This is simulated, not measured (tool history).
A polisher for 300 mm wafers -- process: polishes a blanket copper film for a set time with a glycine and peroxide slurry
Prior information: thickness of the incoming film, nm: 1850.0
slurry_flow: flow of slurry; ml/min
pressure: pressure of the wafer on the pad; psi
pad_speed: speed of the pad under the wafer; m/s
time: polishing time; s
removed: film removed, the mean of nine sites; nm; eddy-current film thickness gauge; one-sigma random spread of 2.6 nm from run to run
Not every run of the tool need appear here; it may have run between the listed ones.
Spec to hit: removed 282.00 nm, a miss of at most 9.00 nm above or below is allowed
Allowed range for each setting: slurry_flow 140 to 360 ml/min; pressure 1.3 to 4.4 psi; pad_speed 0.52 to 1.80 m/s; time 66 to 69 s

Run 1, hour 0.0: slurry_flow 230 ml/min, pressure 2.8 psi, pad_speed 1.16 m/s, time 66 s. Result: removed 443.59 nm.
Run 2, hour 6.2: slurry_flow 230 ml/min, pressure 3.2 psi, pad_speed 1.16 m/s, time 66 s. Result: removed 487.32 nm.
Run 3, hour 10.3: slurry_flow 250 ml/min, pressure 3.2 psi, pad_speed 1.16 m/s, time 66 s. Result: removed 501.52 nm.
Run 4, hour 18.1: slurry_flow 245 ml/min, pressure 3.0 psi, pad_speed 1.16 m/s, time 66 s. Result: removed 469.96 nm.
Run 5, hour 22.3: slurry_flow 245 ml/min, pressure 3.0 psi, pad_speed 1.16 m/s, time 66 s. Result: removed 472.87 nm.
Run 6, hour 26.8: slurry_flow 240 ml/min, pressure 2.8 psi, pad_speed 1.16 m/s, time 66 s. Result: removed 443.46 nm.
At hour 28.4: slurry nozzle cleaned.
Run 7, hour 28.4: slurry_flow 235 ml/min, pressure 2.6 psi, pad_speed 1.16 m/s, time 66 s. Result: removed 425.64 nm.
Run 8, hour 36.5: slurry_flow 230 ml/min, pressure 2.5 psi, pad_speed 1.14 m/s, time 66 s. Result: removed 420.90 nm.
Run 9, hour 41.4: slurry_flow 230 ml/min, pressure 2.4 psi, pad_speed 1.10 m/s, time 66 s. Result: removed 392.49 nm.
Run 10, hour 43.7: slurry_flow 230 ml/min, pressure 2.3 psi, pad_speed 1.08 m/s, time 66 s. Result: removed 369.60 nm.
Run 11, hour 48.7: slurry_flow 230 ml/min, pressure 2.3 psi, pad_speed 1.08 m/s, time 66 s. Result: removed 377.41 nm.
Run 12, hour 51.1: slurry_flow 230 ml/min, pressure 2.2 psi, pad_speed 1.06 m/s, time 66 s. Result: removed 350.61 nm.
Run 13, hour 52.3: slurry_flow 230 ml/min, pressure 2.1 psi, pad_speed 1.06 m/s, time 66 s. Result: removed 339.51 nm.
Run 14, hour 60.8: slurry_flow 225 ml/min, pressure 1.4 psi, pad_speed 1.04 m/s, time 66 s. Result: removed 263.66 nm.
Run 15, hour 66.4: slurry_flow 225 ml/min, pressure 1.5 psi, pad_speed 1.04 m/s, time 66 s. Result: removed 269.90 nm.

Which single option among these 5 for the next run brings every result within its allowed miss of target? Just one does.
Run A, hour 72.0: slurry_flow 200 ml/min, pressure 1.8 psi, pad_speed 0.82 m/s, time 68 s. Result: removed ?.
Run B, hour 72.0: slurry_flow 230 ml/min, pressure 1.4 psi, pad_speed 0.98 m/s, time 69 s. Result: removed ?.
Run C, hour 72.0: slurry_flow 220 ml/min, pressure 1.8 psi, pad_speed 0.96 m/s, time 66 s. Result: removed ?.
Run D, hour 72.0: slurry_flow 205 ml/min, pressure 1.5 psi, pad_speed 0.90 m/s, time 68 s. Result: removed ?.
Run E, hour 72.0: slurry_flow 225 ml/min, pressure 1.5 psi, pad_speed 1.00 m/s, time 66 s. Result: removed ?.

move  removed
   A   261.45
   B   264.78
   C   289.02
   D   251.61
   E   266.95
A: the biggest miss grows against the last run
B: the biggest miss grows against the last run
C: meets every target
D: the biggest miss grows against the last run
E: the biggest miss grows against the last run
Answer: C
